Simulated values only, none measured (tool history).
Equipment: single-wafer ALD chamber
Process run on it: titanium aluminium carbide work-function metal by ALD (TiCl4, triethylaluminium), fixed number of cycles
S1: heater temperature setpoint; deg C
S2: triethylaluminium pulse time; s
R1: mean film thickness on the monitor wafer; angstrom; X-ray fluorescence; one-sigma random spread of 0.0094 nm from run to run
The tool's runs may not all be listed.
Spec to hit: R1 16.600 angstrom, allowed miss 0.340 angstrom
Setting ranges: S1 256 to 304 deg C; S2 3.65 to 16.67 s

run 1 hour=0.0 | S1=280 S2=10.16 | R1=18.027
run 2 hour=5.9 | S1=280 S2=12.20 | R1=18.412
run 3 hour=9.5 | S1=280 S2=10.52 | R1=18.204
run 4 hour=16.7 | S1=280 S2=12.57 | R1=18.523
run 5 hour=19.6 | S1=275 S2=12.57 | R1=18.054
run 6 hour=22.6 | S1=272 S2=12.19 | R1=17.555
run 7 hour=30.3 | S1=270 S2=12.02 | R1=17.366
run 8 hour=34.9 | S1=268 S2=11.87 | R1=17.213

Pick the move, out of 4, that brings all results within their allowed miss; only one does.
run A hour=39.5 | S1=284 S2=8.74 | R1=?
run B hour=39.5 | S1=274 S2=16.07 | R1=?
run C hour=39.5 | S1=269 S2=8.92 | R1=?
run D hour=39.5 | S1=278 S2=12.66 | R1=?

move=A R1=18.011
move=B R1=18.027
move=C R1=16.682
move=D R1=18.274
A: the biggest miss grows against the last run
B: the biggest miss grows against the last run
C: meets every target
D: the biggest miss grows against the last run
Answer: C

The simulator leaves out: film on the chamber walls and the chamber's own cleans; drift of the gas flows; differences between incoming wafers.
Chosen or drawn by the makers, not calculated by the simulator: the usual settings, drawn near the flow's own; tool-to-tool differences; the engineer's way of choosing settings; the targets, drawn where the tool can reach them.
